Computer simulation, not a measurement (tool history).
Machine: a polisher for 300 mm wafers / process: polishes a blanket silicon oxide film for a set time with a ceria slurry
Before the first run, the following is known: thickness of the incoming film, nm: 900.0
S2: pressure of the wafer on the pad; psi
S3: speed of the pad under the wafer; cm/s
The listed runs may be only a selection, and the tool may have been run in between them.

run 1 hour=0.0 | flow_of_slurry_(ml/min)=230 S2=3.4 S3=126 polishing_time_(s)=46 | film_removed_(Å)=2901.1
run 2 hour=8.8 | flow_of_slurry_(ml/min)=230 S2=2.9 S3=122 polishing_time_(s)=46 | film_removed_(Å)=2405.6
run 3 hour=16.8 | flow_of_slurry_(ml/min)=230 S2=3.6 S3=122 polishing_time_(s)=46 | film_removed_(Å)=2903.3
run 4 hour=20.1 | flow_of_slurry_(ml/min)=230 S2=3.6 S3=140 polishing_time_(s)=46 | film_removed_(Å)=3456.8
run 5 hour=23.7 | flow_of_slurry_(ml/min)=230 S2=3.0 S3=132 polishing_time_(s)=46 | film_removed_(Å)=2666.6
run 6 hour=26.5 | flow_of_slurry_(ml/min)=230 S2=3.0 S3=132 polishing_time_(s)=49 | film_removed_(Å)=2853.3
run 7 hour=30.4 | flow_of_slurry_(ml/min)=230 S2=2.6 S3=126 polishing_time_(s)=49 | film_removed_(Å)=2414.9
run 8 hour=36.9 | flow_of_slurry_(ml/min)=230 S2=2.3 S3=120 polishing_time_(s)=49 | film_removed_(Å)=2070.2

Run 9, settings as shown, results not yet in. Your forecast:
run 9 hour=45.5 | flow_of_slurry_(ml/min)=230 S2=2.1 S3=118 polishing_time_(s)=49 | film_removed_(Å)=?

{"run 9": {"film removed (Å)": 1830.8}}
